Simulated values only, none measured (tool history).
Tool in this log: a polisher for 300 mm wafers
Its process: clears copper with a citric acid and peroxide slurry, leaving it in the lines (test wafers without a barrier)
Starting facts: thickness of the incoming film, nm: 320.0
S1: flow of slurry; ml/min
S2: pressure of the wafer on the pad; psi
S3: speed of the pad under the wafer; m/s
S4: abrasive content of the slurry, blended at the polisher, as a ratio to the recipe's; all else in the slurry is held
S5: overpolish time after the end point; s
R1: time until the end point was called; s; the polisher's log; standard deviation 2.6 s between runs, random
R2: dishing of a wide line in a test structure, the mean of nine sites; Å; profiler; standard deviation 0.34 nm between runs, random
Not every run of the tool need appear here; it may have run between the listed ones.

run,day,S1,S2,S3,S4,S5,R1,R2
1,0,135,2.9,1.42,1,11,128.87,180.35
2,0.046,130,2.6,1.42,1,12,145.35,178.09
3,0.325,130,2.6,1.26,1,12,162.24,154.76
4,0.546,145,2.6,1.26,1,12,161.19,156.48
5,0.746,145,2.6,1.26,1.1,12,155.87,157.14
6,0.821,145,2.6,1.26,1.25,12,150.71,162.48
7,1.029,140,2.4,1.26,1.25,13,164.23,165.76
8,1.317,135,2.2,1.26,1.25,14,180.55,156.5
9,1.542,130,2.1,1.26,1.25,15,185.87,159.7
10,1.758,125,2,1.26,1.25,16,202.07,168.02
11,1.867,120,1.9,1.26,1.25,16,213.4,150.55
12,1.958,115,1.9,1.26,1.25,16,213.16,152.25
13,2.238,110,1.9,1.26,1.25,16,215.69,151.79

Forecast run 14:
14,2.479,110,1.9,1.26,1.25,16,?,?

{"run 14": {"R1": 213.63, "R2": 147.58}}
